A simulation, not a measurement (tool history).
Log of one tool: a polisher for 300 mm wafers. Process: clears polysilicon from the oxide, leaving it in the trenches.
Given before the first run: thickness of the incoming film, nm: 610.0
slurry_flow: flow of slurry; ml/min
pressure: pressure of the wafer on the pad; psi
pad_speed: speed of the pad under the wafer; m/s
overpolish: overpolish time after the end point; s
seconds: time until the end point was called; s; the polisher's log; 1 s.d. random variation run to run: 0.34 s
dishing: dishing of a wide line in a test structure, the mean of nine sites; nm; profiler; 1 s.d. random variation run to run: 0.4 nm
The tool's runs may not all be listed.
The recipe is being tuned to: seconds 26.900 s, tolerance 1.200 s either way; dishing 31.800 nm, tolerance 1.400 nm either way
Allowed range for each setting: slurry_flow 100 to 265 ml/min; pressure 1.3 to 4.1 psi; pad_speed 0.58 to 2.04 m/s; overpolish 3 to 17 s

run 1 hour=0.0 | slurry_flow=170 pressure=2.7 pad_speed=1.30 overpolish=9 | seconds=35.419 dishing=40.353
run 2 hour=0.7 | slurry_flow=175 pressure=2.9 pad_speed=1.30 overpolish=7 | seconds=33.073 dishing=39.581
run 3 hour=8.4 | slurry_flow=160 pressure=3.0 pad_speed=1.34 overpolish=6 | seconds=31.675 dishing=37.888
run 4 hour=11.0 | slurry_flow=200 pressure=3.0 pad_speed=1.34 overpolish=6 | seconds=30.165 dishing=38.468
run 5 hour=19.0 | slurry_flow=200 pressure=3.0 pad_speed=1.22 overpolish=6 | seconds=32.199 dishing=37.535
run 6 hour=27.7 | slurry_flow=220 pressure=3.4 pad_speed=1.06 overpolish=5 | seconds=32.669 dishing=36.489
run 7 hour=34.8 | slurry_flow=235 pressure=3.6 pad_speed=1.02 overpolish=4 | seconds=31.138 dishing=33.801
run 8 hour=37.3 | slurry_flow=245 pressure=3.8 pad_speed=1.00 overpolish=4 | seconds=29.235 dishing=33.965
run 9 hour=44.5 | slurry_flow=250 pressure=3.9 pad_speed=0.98 overpolish=4 | seconds=29.355 dishing=35.095
run 10 hour=45.1 | slurry_flow=255 pressure=4.0 pad_speed=0.98 overpolish=4 | seconds=27.933 dishing=35.192
run 11 hour=49.0 | slurry_flow=260 pressure=4.0 pad_speed=0.98 overpolish=4 | seconds=28.578 dishing=34.817

Which single option among these 4 for the next run brings every result within its allowed miss of target? Just one does.
run A hour=52.9 | slurry_flow=225 pressure=3.8 pad_speed=1.18 overpolish=5 | seconds=? dishing=?
run B hour=52.9 | slurry_flow=265 pressure=3.8 pad_speed=1.10 overpolish=3 | seconds=? dishing=?
run C hour=52.9 | slurry_flow=265 pressure=3.4 pad_speed=1.10 overpolish=5 | seconds=? dishing=?
run D hour=52.9 | slurry_flow=235 pressure=4.0 pad_speed=1.02 overpolish=4 | seconds=? dishing=?

move=A seconds=26.859 dishing=38.551
move=B seconds=27.899 dishing=31.715
move=C seconds=31.014 dishing=37.067
move=D seconds=28.563 dishing=35.379
A: the biggest miss grows against the last run
B: in spec on every target
C: the biggest miss grows against the last run
D: the biggest miss grows against the last run
So the answer is move B, the one that meets all the targets.

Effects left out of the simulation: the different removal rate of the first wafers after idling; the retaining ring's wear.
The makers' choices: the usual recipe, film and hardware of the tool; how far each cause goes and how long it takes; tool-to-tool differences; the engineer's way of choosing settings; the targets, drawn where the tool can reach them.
